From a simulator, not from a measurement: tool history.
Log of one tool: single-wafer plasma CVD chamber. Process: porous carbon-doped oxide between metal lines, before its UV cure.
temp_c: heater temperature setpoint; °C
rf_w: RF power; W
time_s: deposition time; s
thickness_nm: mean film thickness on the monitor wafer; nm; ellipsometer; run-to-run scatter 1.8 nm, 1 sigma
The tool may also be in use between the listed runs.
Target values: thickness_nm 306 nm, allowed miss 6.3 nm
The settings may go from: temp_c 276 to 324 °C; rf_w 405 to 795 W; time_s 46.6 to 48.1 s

Run 1, day 0: temp_c 300 °C, rf_w 600 W, time_s 46.6 s. Result: thickness_nm 282.14 nm.
Run 2, day 0.208: temp_c 307 °C, rf_w 600 W, time_s 46.6 s. Result: thickness_nm 271.98 nm.
Run 3, day 0.538: temp_c 303 °C, rf_w 600 W, time_s 46.6 s. Result: thickness_nm 280.14 nm.
Run 4, day 0.779: temp_c 310 °C, rf_w 600 W, time_s 46.6 s. Result: thickness_nm 268.32 nm.
Run 5, day 0.804: temp_c 310 °C, rf_w 600 W, time_s 46.6 s. Result: thickness_nm 267.15 nm.
At day 0.833: thermocouple changed; heater temperature recalibrated.
Run 6, day 0.833: temp_c 307 °C, rf_w 605 W, time_s 46.6 s. Result: thickness_nm 271.64 nm.
Run 7, day 0.858: temp_c 304 °C, rf_w 610 W, time_s 46.6 s. Result: thickness_nm 275.22 nm.
Run 8, day 0.958: temp_c 301 °C, rf_w 620 W, time_s 46.7 s. Result: thickness_nm 283.33 nm.
Run 9, day 1.125: temp_c 299 °C, rf_w 625 W, time_s 46.7 s. Result: thickness_nm 288.19 nm.

4 candidate next runs follow, results not yet known. Just one meets every target within its allowed miss. Identify it.
Run A, day 1.292: temp_c 289 °C, rf_w 590 W, time_s 46.6 s. Result: thickness_nm ?.
Run B, day 1.292: temp_c 306 °C, rf_w 650 W, time_s 47 s. Result: thickness_nm ?.
Run C, day 1.292: temp_c 294 °C, rf_w 675 W, time_s 48.1 s. Result: thickness_nm ?.
Run D, day 1.292: temp_c 279 °C, rf_w 550 W, time_s 48.1 s. Result: thickness_nm ?.

move  thickness_nm
   A        290.67
   B        285.99
   C        320.49
   D        302.48
A: nearer the targets than the last run, but a result is still out of spec
B: further off than the last run
C: takes the result that was furthest off past its target
D: hits every target within its allowed miss
The right move is D.
